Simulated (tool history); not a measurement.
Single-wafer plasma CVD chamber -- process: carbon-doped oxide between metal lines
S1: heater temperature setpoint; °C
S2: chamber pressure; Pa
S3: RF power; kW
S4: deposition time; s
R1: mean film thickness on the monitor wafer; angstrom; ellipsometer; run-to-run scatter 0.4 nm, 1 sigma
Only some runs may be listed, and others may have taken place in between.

Run 1, day 0.000: S1 370 °C, S2 680 Pa, S3 0.655 kW, S4 26.2 s. Result: R1 1428.8 angstrom.
Run 2, day 0.354: S1 370 °C, S2 680 Pa, S3 0.655 kW, S4 26.2 s. Result: R1 1434.2 angstrom.
Run 3, day 0.412: S1 370 °C, S2 680 Pa, S3 0.690 kW, S4 26.2 s. Result: R1 1470.2 angstrom.
Run 4, day 0.596: S1 370 °C, S2 579 Pa, S3 0.690 kW, S4 26.2 s. Result: R1 1427.3 angstrom.
Run 5, day 0.888: S1 370 °C, S2 579 Pa, S3 0.690 kW, S4 25.0 s. Result: R1 1355.1 angstrom.
Run 6, day 0.975: S1 366 °C, S2 579 Pa, S3 0.690 kW, S4 25.0 s. Result: R1 1379.3 angstrom.
Run 7, day 1.304: S1 366 °C, S2 579 Pa, S3 0.690 kW, S4 25.0 s. Result: R1 1374.2 angstrom.
Run 8, day 1.550: S1 364 °C, S2 668 Pa, S3 0.705 kW, S4 25.0 s. Result: R1 1428.3 angstrom.

Forecast run 9:
Run 9, day 1.588: S1 355 °C, S2 804 Pa, S3 0.775 kW, S4 25.1 s. Result: R1 ?.

Run 9 measured R1 1574.0 angstrom.
